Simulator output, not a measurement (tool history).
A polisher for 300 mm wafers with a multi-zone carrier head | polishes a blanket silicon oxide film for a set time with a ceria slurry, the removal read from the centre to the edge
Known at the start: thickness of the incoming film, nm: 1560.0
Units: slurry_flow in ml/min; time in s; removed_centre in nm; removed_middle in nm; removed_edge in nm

Run 1, hour 0: slurry_flow 135 ml/min, centre_zone 1, middle_zone 1, edge_zone 1, time 50 s. Result: removed_centre 260.05 nm, removed_middle 266.84 nm, removed_edge 260.16 nm.
Run 2, hour 3: slurry_flow 125 ml/min, centre_zone 1, middle_zone 1, edge_zone 1, time 50 s. Result: removed_centre 258.72 nm, removed_middle 259.84 nm, removed_edge 253.29 nm.
Run 3, hour 7.7: slurry_flow 125 ml/min, centre_zone 1, middle_zone 1, edge_zone 1, time 43 s. Result: removed_centre 217.63 nm, removed_middle 218.49 nm, removed_edge 218.65 nm.
Run 4, hour 14.6: slurry_flow 125 ml/min, centre_zone 1, middle_zone 1, edge_zone 1, time 53 s. Result: removed_centre 275.05 nm, removed_middle 272.64 nm, removed_edge 273.09 nm.
Run 5, hour 18.9: slurry_flow 140 ml/min, centre_zone 1.04, middle_zone 1.03, edge_zone 1.02, time 56 s. Result: removed_centre 302.42 nm, removed_middle 304.27 nm, removed_edge 288.17 nm.
Run 6, hour 25.5: slurry_flow 150 ml/min, centre_zone 1.06, middle_zone 1.04, edge_zone 1.02, time 59 s. Result: removed_centre 338.63 nm, removed_middle 334.05 nm, removed_edge 313.04 nm.
At hour 26.9: edge zone pressure recalibrated.
Run 7, hour 26.9: slurry_flow 160 ml/min, centre_zone 1.08, middle_zone 1.05, edge_zone 1.02, time 61 s. Result: removed_centre 360.43 nm, removed_middle 350.69 nm, removed_edge 336.6 nm.

Forecast run 8:
Run 8, hour 31.3: slurry_flow 175 ml/min, centre_zone 1.18, middle_zone 1.15, edge_zone 0.92, time 68 s. Result: removed_centre ?, removed_middle ?, removed_edge ?.

{"run 8": {"removed_centre": 445.5, "removed_middle": 425.04, "removed_edge": 364.85}}
